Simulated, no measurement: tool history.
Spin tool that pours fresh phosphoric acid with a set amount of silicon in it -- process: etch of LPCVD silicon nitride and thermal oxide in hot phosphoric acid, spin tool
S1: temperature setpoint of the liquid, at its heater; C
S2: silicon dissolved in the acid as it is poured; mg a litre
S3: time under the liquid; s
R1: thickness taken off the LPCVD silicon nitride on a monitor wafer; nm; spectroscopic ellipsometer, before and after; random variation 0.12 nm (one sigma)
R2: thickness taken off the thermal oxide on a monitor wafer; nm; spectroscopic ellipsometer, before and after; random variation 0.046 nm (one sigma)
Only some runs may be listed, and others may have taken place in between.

{"run": 1, "hour": 0.0, "S1": 163.0, "S2": 12.0, "S3": 180, "R1": 17.364, "R2": 0.43619}
{"run": 2, "hour": 3.9, "S1": 163.0, "S2": 6.5, "S3": 180, "R1": 17.538, "R2": 0.47635}
{"run": 3, "hour": 5.0, "S1": 163.0, "S2": 4.0, "S3": 180, "R1": 17.468, "R2": 0.49057}
{"run": 4, "hour": 8.7, "S1": 163.5, "S2": 5.5, "S3": 190, "R1": 18.847, "R2": 0.46745}
{"run": 5, "hour": 13.4, "S1": 163.5, "S2": 4.0, "S3": 200, "R1": 19.737, "R2": 0.62548}
{"run": 6, "hour": 19.5, "S1": 164.0, "S2": 6.5, "S3": 205, "R1": 20.616, "R2": 0.60843}
{"run": 7, "hour": 22.7, "S1": 164.5, "S2": 8.5, "S3": 210, "R1": 21.331, "R2": 0.50873}
{"run": 8, "hour": 24.1, "S1": 164.5, "S2": 7.0, "S3": 215, "R1": 22.013, "R2": 0.50309}
{"run": 9, "hour": 25.1, "S1": 164.5, "S2": 7.0, "S3": 215, "R1": 21.83, "R2": 0.67172}
{"run": 10, "hour": 33.4, "S1": 164.5, "S2": 8.5, "S3": 215, "R1": 22.008, "R2": 0.61084}

Run 11 is up next; what results do you expect?
{"run": 11, "hour": 38.1, "S1": 165.0, "S2": 8.5, "S3": 215, "R1": "?", "R2": "?"}

Run 11 produced R1 22.273 nm, R2 0.63230 nm.
